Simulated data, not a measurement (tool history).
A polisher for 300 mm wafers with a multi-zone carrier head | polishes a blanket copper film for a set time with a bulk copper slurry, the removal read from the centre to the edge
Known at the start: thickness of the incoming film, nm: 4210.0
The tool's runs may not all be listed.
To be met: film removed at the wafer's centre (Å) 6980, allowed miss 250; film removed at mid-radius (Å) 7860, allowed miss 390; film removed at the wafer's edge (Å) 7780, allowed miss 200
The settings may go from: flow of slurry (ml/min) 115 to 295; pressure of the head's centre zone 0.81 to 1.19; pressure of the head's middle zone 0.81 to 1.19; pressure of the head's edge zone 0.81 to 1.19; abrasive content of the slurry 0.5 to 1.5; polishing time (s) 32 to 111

run	hour	flow of slurry (ml/min)	pressure of the head's centre zone	pressure of the head's middle zone	pressure of the head's edge zone	abrasive content of the slurry	polishing time (s)	film removed at the wafer's centre (Å)	film removed at mid-radius (Å)	film removed at the wafer's edge (Å)
1	0	190	1	1	1	1	71	4988.1	4903.7	5106
2	3.6	190	1	0.96	1	1	71	4971.8	5003	5146.5
3	11.6	195	0.99	0.96	1	1.05	73	5185.2	5108.4	5382.7
4	13.3	195	0.99	0.96	1	1.05	85	5980.7	5881	6265.6
5	20.4	235	0.99	0.96	1	1.05	85	6107.5	5907.1	6300.3
6	23.5	235	0.99	0.96	0.93	1.05	85	6017.1	6127.8	6102.6
7	25	235	0.98	0.97	0.93	1.1	86	6275.2	6217.5	6322.4
8	31.9	230	0.96	0.98	0.92	1.15	87	6304.9	6342.9	6361.3
# hour 33: edge zone pressure recalibrated
9	33	230	0.96	0.98	0.92	1.15	87	6200.5	6394.8	6104.1
10	37.6	230	0.96	0.98	0.92	1.15	87	6297.6	6586.4	6197.9
11	44.6	230	0.94	0.98	0.94	1.2	88	6330.1	6649.1	6388.3
12	51.6	230	0.93	0.98	0.96	1.25	89	6414.2	6773.3	6494.1
13	57.7	230	0.92	0.98	0.97	1.25	90	6310.6	6655.8	6622
14	61.6	230	0.91	0.99	0.98	1.3	91	6527.6	6958.2	6932.2
15	64.4	230	0.91	1.01	0.99	1.3	91	6570.5	7187.7	6844.8
16	67.5	230	0.91	1.02	1.01	1.3	91	6544	7281.9	7007.1

Which of these 4 next moves meets every target?
A	70.6	205	0.9	1.04	1.06	1.45	97	?	?	?
B	70.6	185	0.81	0.88	1.19	0.95	111	?	?	?
C	70.6	225	0.92	1.19	0.91	1.45	89	?	?	?
D	70.6	240	0.87	1.04	1.02	1.3	85	?	?	?

move	film removed at the wafer's centre (Å)	film removed at mid-radius (Å)	film removed at the wafer's edge (Å)
A	7030.4	7984.5	7810.1
B	6424.6	7086.6	8269.4
C	6640.2	8156	6725.4
D	5904.8	6882.6	6586.4
A: meets every target
B: takes the result that was furthest off past its target
C: further off than the last run
D: further off than the last run
Move A is the one to make.
